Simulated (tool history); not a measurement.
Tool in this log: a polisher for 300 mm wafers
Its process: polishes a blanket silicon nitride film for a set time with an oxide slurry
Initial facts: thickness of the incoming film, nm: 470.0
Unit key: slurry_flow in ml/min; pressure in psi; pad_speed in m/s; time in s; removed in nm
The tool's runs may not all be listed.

run  hour  slurry_flow  pressure  pad_speed  slurry_solids  time  removed
  1   0.0          155       4.8       1.26            1.0    44   40.347
  2   1.0          145       4.1       1.26            1.0    44   34.665
  3   2.3          145       4.1       1.26            1.0    44   34.848
  4   7.9          145       4.1       1.26            0.8    44   30.953
  5  14.0          140       3.7       1.26            0.8    44   28.714
  6  21.9          140       3.7       1.46            0.8    44   31.942

Forecast run 7:
  7  27.2          115       2.3       1.44            0.8    44        ?

Logged for run 7: removed 21.708 nm.
